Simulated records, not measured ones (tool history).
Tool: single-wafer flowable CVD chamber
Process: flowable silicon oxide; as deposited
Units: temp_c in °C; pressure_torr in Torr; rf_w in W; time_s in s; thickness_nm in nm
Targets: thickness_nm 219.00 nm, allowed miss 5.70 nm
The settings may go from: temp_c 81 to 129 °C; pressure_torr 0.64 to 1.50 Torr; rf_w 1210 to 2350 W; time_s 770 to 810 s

run  hour  temp_c  pressure_torr  rf_w  time_s  thickness_nm
  1   0.0     105           1.07  1780     810        512.48
  2   6.9     105           1.07  1645     810        502.58
  3  13.8     107           1.07  1645     810        475.81
  4  20.4     109           1.06  1645     810        444.35
  5  23.2     109           0.95  1645     810        399.14
     31.0  -- RF generator calibrated
  6  31.0     109           0.85  1645     810        361.95
  7  38.4     111           0.85  1645     810        339.92
  8  44.1     112           0.85  1645     810        331.94
  9  48.1     124           0.84  1645     810        239.30
 10  56.0     126           0.84  1645     810        227.09

Which of these 5 next moves meets every target?
  A  63.9     128           0.80  1815     810             ?
  B  63.9     125           0.78  1670     810             ?
  C  63.9     125           0.86  1660     790             ?
  D  63.9     128           0.84  1560     770             ?
  E  63.9     123           0.87  1475     790             ?

move  thickness_nm
   A        211.12
   B        216.87
   C        233.15
   D        204.19
   E        241.20
A: takes the result that was furthest off past its target
B: meets every target
C: further off than the last run
D: takes the result that was furthest off past its target
E: further off than the last run
The right move is B.
